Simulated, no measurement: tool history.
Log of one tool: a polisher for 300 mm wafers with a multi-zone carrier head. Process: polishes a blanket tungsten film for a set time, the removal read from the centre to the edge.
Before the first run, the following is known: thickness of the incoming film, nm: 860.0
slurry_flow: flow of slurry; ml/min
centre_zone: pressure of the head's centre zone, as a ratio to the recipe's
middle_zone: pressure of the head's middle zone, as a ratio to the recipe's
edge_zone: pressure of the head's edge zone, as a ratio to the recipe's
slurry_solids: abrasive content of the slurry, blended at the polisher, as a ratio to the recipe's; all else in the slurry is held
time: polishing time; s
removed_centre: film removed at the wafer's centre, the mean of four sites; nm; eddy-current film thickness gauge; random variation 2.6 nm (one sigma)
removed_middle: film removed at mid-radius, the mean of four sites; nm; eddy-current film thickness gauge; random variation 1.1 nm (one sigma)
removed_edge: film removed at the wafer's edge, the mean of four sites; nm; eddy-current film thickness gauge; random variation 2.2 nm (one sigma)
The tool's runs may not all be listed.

{"run": 1, "hour": 0.0, "slurry_flow": 295, "centre_zone": 1, "middle_zone": 1, "edge_zone": 1, "slurry_solids": 1, "time": 78, "removed_centre": 301.89, "removed_middle": 301.48, "removed_edge": 302.83}
{"run": 2, "hour": 7.1, "slurry_flow": 295, "centre_zone": 1.01, "middle_zone": 0.99, "edge_zone": 0.98, "slurry_solids": 0.95, "time": 74, "removed_centre": 289.47, "removed_middle": 280.53, "removed_edge": 276.92}
{"run": 3, "hour": 10.1, "slurry_flow": 295, "centre_zone": 1, "middle_zone": 0.98, "edge_zone": 0.97, "slurry_solids": 0.9, "time": 71, "removed_centre": 274.01, "removed_middle": 262.73, "removed_edge": 264.86}
{"run": 4, "hour": 17.6, "slurry_flow": 320, "centre_zone": 1, "middle_zone": 0.98, "edge_zone": 0.97, "slurry_solids": 0.9, "time": 71, "removed_centre": 277.17, "removed_middle": 269.4, "removed_edge": 258.96}
{"run": 5, "hour": 23.1, "slurry_flow": 325, "centre_zone": 0.99, "middle_zone": 0.96, "edge_zone": 0.96, "slurry_solids": 0.85, "time": 68, "removed_centre": 258.4, "removed_middle": 249.11, "removed_edge": 250.25}
{"run": 6, "hour": 28.8, "slurry_flow": 325, "centre_zone": 0.99, "middle_zone": 0.96, "edge_zone": 0.96, "slurry_solids": 1, "time": 68, "removed_centre": 270.39, "removed_middle": 256.13, "removed_edge": 259.59}
{"run": 7, "hour": 30.5, "slurry_flow": 335, "centre_zone": 0.99, "middle_zone": 0.95, "edge_zone": 0.95, "slurry_solids": 0.95, "time": 65, "removed_centre": 257.03, "removed_middle": 239.11, "removed_edge": 245.86}
{"run": 8, "hour": 38.0, "slurry_flow": 340, "centre_zone": 0.99, "middle_zone": 0.95, "edge_zone": 0.94, "slurry_solids": 0.9, "time": 62, "removed_centre": 245.5, "removed_middle": 225.82, "removed_edge": 231.72}
{"run": 9, "hour": 44.8, "slurry_flow": 345, "centre_zone": 0.99, "middle_zone": 0.95, "edge_zone": 0.93, "slurry_solids": 0.85, "time": 60, "removed_centre": 237.59, "removed_middle": 216.82, "removed_edge": 219.68}
{"run": 10, "hour": 50.3, "slurry_flow": 350, "centre_zone": 0.99, "middle_zone": 0.95, "edge_zone": 0.92, "slurry_solids": 0.8, "time": 58, "removed_centre": 223.53, "removed_middle": 207.09, "removed_edge": 209.73}
{"run": 11, "hour": 51.1, "slurry_flow": 355, "centre_zone": 0.99, "middle_zone": 0.95, "edge_zone": 0.91, "slurry_solids": 0.75, "time": 57, "removed_centre": 214.4, "removed_middle": 204.46, "removed_edge": 206.55}
{"run": 12, "hour": 54.7, "slurry_flow": 355, "centre_zone": 0.99, "middle_zone": 0.95, "edge_zone": 0.91, "slurry_solids": 0.75, "time": 57, "removed_centre": 210.13, "removed_middle": 200.83, "removed_edge": 197.8}
{"run": 13, "hour": 62.1, "slurry_flow": 355, "centre_zone": 1, "middle_zone": 0.95, "edge_zone": 0.9, "slurry_solids": 0.7, "time": 56, "removed_centre": 210.11, "removed_middle": 194.34, "removed_edge": 195.06}
{"run": 14, "hour": 70.4, "slurry_flow": 360, "centre_zone": 1, "middle_zone": 0.95, "edge_zone": 0.89, "slurry_solids": 0.7, "time": 55, "removed_centre": 209.6, "removed_middle": 193.27, "removed_edge": 188.08}

Expected results for the next run?
{"run": 15, "hour": 72.9, "slurry_flow": 360, "centre_zone": 1, "middle_zone": 0.95, "edge_zone": 0.89, "slurry_solids": 0.7, "time": 55, "removed_centre": "?", "removed_middle": "?", "removed_edge": "?"}

removed_centre: 208.05 nm
removed_middle: 191.36 nm
removed_edge: 192.28 nm

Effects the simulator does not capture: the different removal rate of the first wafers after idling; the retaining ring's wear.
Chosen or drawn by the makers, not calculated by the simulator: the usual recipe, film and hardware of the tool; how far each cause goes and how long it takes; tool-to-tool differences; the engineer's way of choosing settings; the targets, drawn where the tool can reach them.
